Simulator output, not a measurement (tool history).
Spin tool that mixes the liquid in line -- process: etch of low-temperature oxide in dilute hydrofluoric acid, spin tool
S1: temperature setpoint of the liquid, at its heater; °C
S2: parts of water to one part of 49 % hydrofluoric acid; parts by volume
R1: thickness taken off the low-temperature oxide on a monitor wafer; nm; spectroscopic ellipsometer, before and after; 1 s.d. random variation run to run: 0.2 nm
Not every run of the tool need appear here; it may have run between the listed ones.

Run 1, hour 0: S1 21 °C, S2 110 parts by volume, time under the liquid (s) 120. Result: R1 13.932 nm.
Run 2, hour 0.6: S1 21 °C, S2 130 parts by volume, time under the liquid (s) 120. Result: R1 11.678 nm.
Run 3, hour 3.8: S1 21 °C, S2 110 parts by volume, time under the liquid (s) 120. Result: R1 14.149 nm.
Run 4, hour 9.7: S1 21 °C, S2 110 parts by volume, time under the liquid (s) 125. Result: R1 14.535 nm.
At hour 18.7: thermometer replaced.
Run 5, hour 18.7: S1 21 °C, S2 110 parts by volume, time under the liquid (s) 125. Result: R1 15.246 nm.
Run 6, hour 25.9: S1 18.5 °C, S2 110 parts by volume, time under the liquid (s) 125. Result: R1 13.581 nm.
Run 7, hour 33.1: S1 22.5 °C, S2 105 parts by volume, time under the liquid (s) 125. Result: R1 17.404 nm.
Run 8, hour 40: S1 23.5 °C, S2 105 parts by volume, time under the liquid (s) 125. Result: R1 17.702 nm.

Forecast run 9:
Run 9, hour 40.9: S1 24.5 °C, S2 105 parts by volume, time under the liquid (s) 125. Result: R1 ?.

Run 9 came out at R1 18.362 nm.
